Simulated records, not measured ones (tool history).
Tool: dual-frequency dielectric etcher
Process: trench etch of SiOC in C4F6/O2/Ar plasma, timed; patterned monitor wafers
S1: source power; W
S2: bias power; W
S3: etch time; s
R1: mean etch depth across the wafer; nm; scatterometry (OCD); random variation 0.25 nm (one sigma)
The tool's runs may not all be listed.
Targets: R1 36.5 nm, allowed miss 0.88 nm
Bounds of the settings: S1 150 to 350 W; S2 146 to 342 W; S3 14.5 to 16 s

run	hour	S1	S2	S3	R1
1	0	250	244	16	31.8
2	8.1	250	218	16	30.391
3	14.5	250	218	14.5	27.542
4	22.5	280	218	14.5	28.788
# hour 25.7: bias power generator calibrated
5	25.7	290	237	14.5	30.414
6	28.3	300	250	14.5	31.551
7	29.1	310	260	14.5	32.326
8	33.1	320	269	14.5	33.383
9	39.2	320	276	14.5	33.792
10	45.6	320	282	14.5	34.513
11	46.2	320	285	14.5	34.455
12	48	320	289	14.5	34.809
13	55.6	320	292	14.5	35.005
14	56.3	320	294	14.5	34.956
15	62.6	320	296	14.5	35.004
16	67.2	320	298	14.5	34.882

5 next moves are on the table. One of them brings every result within its allowed miss. Which?
A	71.8	280	271	15	?
B	71.8	270	289	15.5	?
C	71.8	320	300	14.5	?
D	71.8	290	291	16	?
E	71.8	300	280	15	?

move	R1
A	33.321
B	34.879
C	35.45
D	37.146
E	34.724
A: further off than the last run
B: as far off as the last run
C: nearer than the last run, and not there yet
D: meets every target
E: further off than the last run
Answer: D
